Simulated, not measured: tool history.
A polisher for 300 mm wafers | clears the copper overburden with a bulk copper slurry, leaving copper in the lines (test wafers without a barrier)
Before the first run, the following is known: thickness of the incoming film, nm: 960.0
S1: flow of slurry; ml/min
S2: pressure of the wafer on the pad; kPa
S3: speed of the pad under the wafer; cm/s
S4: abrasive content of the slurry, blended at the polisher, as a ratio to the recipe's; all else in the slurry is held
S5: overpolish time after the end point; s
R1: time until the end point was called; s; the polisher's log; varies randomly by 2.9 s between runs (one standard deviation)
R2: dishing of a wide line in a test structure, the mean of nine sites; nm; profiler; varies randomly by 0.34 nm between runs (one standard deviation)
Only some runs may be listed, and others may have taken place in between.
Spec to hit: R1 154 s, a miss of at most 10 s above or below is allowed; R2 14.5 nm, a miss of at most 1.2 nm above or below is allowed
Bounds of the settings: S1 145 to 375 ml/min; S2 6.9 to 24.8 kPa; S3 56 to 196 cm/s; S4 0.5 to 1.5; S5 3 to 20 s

| run | hour | S1 | S2 | S3 | S4 | S5 | R1 | R2 |
|---|---|---|---|---|---|---|---|---|
| 1 | 0 | 240 | 15.9 | 126 | 1 | 10 | 107.62 | 57.716 |
| 2 | 2.5 | 240 | 19.3 | 126 | 1 | 10 | 88.938 | 65.733 |
| 3 | 6.7 | 240 | 22.8 | 126 | 1 | 10 | 75.866 | 73.448 |
| 4 | 7.5 | 240 | 22.8 | 126 | 1.15 | 10 | 74.402 | 74.339 |
| 5 | 12.2 | 240 | 19.3 | 126 | 1.15 | 10 | 86.009 | 66.119 |
| 6 | 14.7 | 240 | 19.3 | 126 | 1.25 | 10 | 84.243 | 66.99 |
| 7 | 16.1 | 240 | 15.2 | 122 | 1.5 | 5 | 102.08 | 34.528 |
| 8 | 20.1 | 245 | 13.1 | 120 | 1.5 | 4 | 118.92 | 23.997 |
| 9 | 23.7 | 250 | 11.7 | 120 | 1.5 | 4 | 130.76 | 22.399 |
| 10 | 24.6 | 280 | 10.3 | 124 | 1.5 | 4 | 137.86 | 21.287 |
| 11 | 28.2 | 245 | 9.7 | 128 | 1.5 | 4 | 138.53 | 20.964 |
| 12 | 33.3 | 265 | 9 | 128 | 1.5 | 4 | 151.17 | 18.747 |
| 13 | 41 | 275 | 8.3 | 132 | 1.5 | 4 | 151.11 | 18.447 |
| 14 | 42.2 | 300 | 7.6 | 134 | 1.5 | 4 | 160.05 | 17.922 |
| 15 | 50 | 260 | 7.6 | 134 | 1.5 | 4 | 170.59 | 17.265 |
| 16 | 50.6 | 290 | 7.6 | 132 | 1.5 | 4 | 159.3 | 17.979 |
| 17 | 59.2 | 280 | 7.6 | 134 | 1.5 | 4 | 161.52 | 17.742 |
| 18 | 60.8 | 300 | 7.6 | 134 | 1.5 | 4 | 155.72 | 18.31 |
| 19 | 62.5 | 290 | 7.6 | 136 | 1.5 | 4 | 160.16 | 18.475 |
| 20 | 68.2 | 280 | 8.3 | 120 | 1.5 | 4 | 170.91 | 18.206 |

Exactly one of the 5 candidate moves below puts every result within its allowed miss. Which one?
| A | 73.9 | 230 | 8.3 | 132 | 1.5 | 3 | ? | ? |
| B | 73.9 | 285 | 9 | 106 | 1.5 | 7 | ? | ? |
| C | 73.9 | 290 | 7.6 | 108 | 1.45 | 8 | ? | ? |
| D | 73.9 | 255 | 9.7 | 98 | 1.45 | 6 | ? | ? |
| E | 73.9 | 265 | 6.9 | 114 | 1.5 | 4 | ? | ? |

| move | R1 | R2 |
|---|---|---|
| A | 152.38 | 14.257 |
| B | 174.72 | 26.891 |
| C | 195.58 | 27.083 |
| D | 180.45 | 22.989 |
| E | 198.85 | 14.457 |
A: all results land within tolerance of their targets
B: lands further from the targets than the last run did
C: lands further from the targets than the last run did
D: lands further from the targets than the last run did
E: corrects the largest miss of the last run, while another result sits out of spec
Answer: A
